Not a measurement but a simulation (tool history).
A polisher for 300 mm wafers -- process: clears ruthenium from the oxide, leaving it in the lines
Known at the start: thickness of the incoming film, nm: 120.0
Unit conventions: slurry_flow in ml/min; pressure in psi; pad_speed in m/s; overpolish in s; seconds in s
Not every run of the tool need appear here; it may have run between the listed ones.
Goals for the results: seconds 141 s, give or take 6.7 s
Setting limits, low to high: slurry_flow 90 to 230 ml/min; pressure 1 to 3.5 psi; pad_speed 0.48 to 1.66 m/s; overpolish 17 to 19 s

| run | hour | slurry_flow | pressure | pad_speed | overpolish | seconds |
|---|---|---|---|---|---|---|
| 1 | 0 | 150 | 2.2 | 1.06 | 17 | 97.671 |
| 2 | 3.9 | 150 | 2.1 | 1.06 | 17 | 99.846 |
| 3 | 6.9 | 150 | 2.1 | 1.06 | 19 | 102.5 |
| 4 | 14.7 | 150 | 2.1 | 1.06 | 17 | 99.765 |
| 5 | 23 | 150 | 2 | 1.06 | 17 | 103.07 |
| 6 | 25.8 | 150 | 2 | 1.24 | 17 | 90.473 |
| 7 | 26.8 | 150 | 1.9 | 1.24 | 17 | 92.629 |
| 8 | 33.4 | 145 | 1.3 | 1.18 | 17 | 120.24 |
| 9 | 34.6 | 145 | 1.3 | 1.18 | 17 | 122.93 |

Pick the move, out of 4, that brings all results within their allowed miss; only one does.
| A | 35.8 | 145 | 1 | 1.02 | 18 | ? |
| B | 35.8 | 165 | 1.2 | 0.9 | 19 | ? |
| C | 35.8 | 160 | 1.1 | 1.1 | 19 | ? |
| D | 35.8 | 100 | 1.3 | 0.98 | 19 | ? |

| move | seconds |
|---|---|
| A | 160.37 |
| B | 159.48 |
| C | 141.28 |
| D | 155.13 |
A: takes the result that was furthest off past its target
B: takes the result that was furthest off past its target
C: hits every target within its allowed miss
D: takes the result that was furthest off past its target
C meets every target.
